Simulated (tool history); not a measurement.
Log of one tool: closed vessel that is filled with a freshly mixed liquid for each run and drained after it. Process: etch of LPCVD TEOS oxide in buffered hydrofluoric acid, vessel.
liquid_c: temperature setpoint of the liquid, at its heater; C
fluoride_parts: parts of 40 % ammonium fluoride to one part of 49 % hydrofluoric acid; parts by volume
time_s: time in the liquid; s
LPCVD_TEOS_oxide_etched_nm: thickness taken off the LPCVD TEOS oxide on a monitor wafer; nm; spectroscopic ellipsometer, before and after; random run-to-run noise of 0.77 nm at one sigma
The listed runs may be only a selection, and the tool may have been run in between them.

| run | day | liquid_c | fluoride_parts | time_s | LPCVD_TEOS_oxide_etched_nm |
|---|---|---|---|---|---|
| 1 | 0 | 22 | 10.5 | 85 | 171.86 |
| 2 | 0.304 | 24 | 10.5 | 85 | 192.63 |
| 3 | 0.375 | 23 | 11 | 85 | 173 |
| 4 | 0.492 | 22 | 11.5 | 85 | 158.28 |
| 5 | 0.583 | 21 | 12 | 85 | 144.34 |
| 6 | 0.683 | 20.5 | 12.5 | 85 | 133.11 |

Estimate the outcome of run 7 from the log above:
| 7 | 0.846 | 20 | 12.5 | 85 | ? |

For run 7 the tool returned LPCVD_TEOS_oxide_etched_nm 131.23 nm.
